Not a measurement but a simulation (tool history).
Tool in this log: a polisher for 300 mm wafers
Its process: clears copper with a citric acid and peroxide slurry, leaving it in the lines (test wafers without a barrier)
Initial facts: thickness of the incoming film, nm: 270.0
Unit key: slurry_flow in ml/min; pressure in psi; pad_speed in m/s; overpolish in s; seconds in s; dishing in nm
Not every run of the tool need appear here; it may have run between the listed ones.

run  hour  slurry_flow  pressure  pad_speed  slurry_solids  overpolish  seconds  dishing
  1   0.0          270       3.1       1.16            1.0          14   98.332   28.249
  2   8.5          270       3.0       1.16            1.0          15  104.360   29.033
  3  14.2          270       3.0       1.16            1.0          20  104.660   37.388
  4  19.7          325       3.0       1.16            1.0          20  102.130   37.719
  5  23.8          320       3.0       1.16            1.0          21  101.310   39.075
  6  28.3          320       3.0       1.36            1.0          21   90.967   44.023
  7  34.3          315       2.9       1.36            1.0          21   93.532   42.797
  8  34.9          310       2.8       1.36            1.0          21   96.869   42.019
  9  41.1          305       2.7       1.36            1.0          21   99.917   40.124
 10  42.1          300       2.7       1.36            1.0          21  102.180   39.909
 11  48.1          290       2.7       1.36            1.0          21   99.793   39.485
 12  56.6          290       2.7       1.36            1.0          22   99.270   41.941
 13  61.8          290       2.6       1.36            1.0          22  103.750   39.881
 14  65.3          290       2.6       1.36            1.0          22  105.470   40.933

Predict the results of run 15:
 15  67.7          285       2.6       1.36            1.0          22        ?        ?

seconds: 102.110 s
dishing: 40.241 nm
